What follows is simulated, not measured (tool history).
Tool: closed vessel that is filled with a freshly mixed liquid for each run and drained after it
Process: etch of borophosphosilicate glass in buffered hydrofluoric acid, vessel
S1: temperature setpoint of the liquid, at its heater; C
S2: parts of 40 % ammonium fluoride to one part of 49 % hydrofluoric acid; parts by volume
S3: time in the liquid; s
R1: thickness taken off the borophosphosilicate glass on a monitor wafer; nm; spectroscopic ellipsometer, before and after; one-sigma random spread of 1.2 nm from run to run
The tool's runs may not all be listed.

{"run": 1, "day": 0.0, "S1": 24, "S2": 15.5, "S3": 95, "R1": 177.56}
{"run": 2, "day": 0.388, "S1": 25, "S2": 15.5, "S3": 95, "R1": 187.13}
{"run": 3, "day": 0.646, "S1": 25, "S2": 13, "S3": 95, "R1": 225.01}
{"run": 4, "day": 0.925, "S1": 26.5, "S2": 13, "S3": 95, "R1": 242.69}
{"run": 5, "day": 1.154, "S1": 27.5, "S2": 13, "S3": 95, "R1": 254.06}
{"run": 6, "day": 1.217, "S1": 27.5, "S2": 16.5, "S3": 95, "R1": 204.7}
{"run": 7, "day": 1.454, "S1": 28, "S2": 16.5, "S3": 95, "R1": 210.7}
{"run": 8, "day": 1.529, "S1": 28.5, "S2": 16.5, "S3": 95, "R1": 211.55}

For run 9, what comes out?
{"run": 9, "day": 1.625, "S1": 29, "S2": 16.5, "S3": 95, "R1": "?"}

{"run 9": {"R1": 219.59}}

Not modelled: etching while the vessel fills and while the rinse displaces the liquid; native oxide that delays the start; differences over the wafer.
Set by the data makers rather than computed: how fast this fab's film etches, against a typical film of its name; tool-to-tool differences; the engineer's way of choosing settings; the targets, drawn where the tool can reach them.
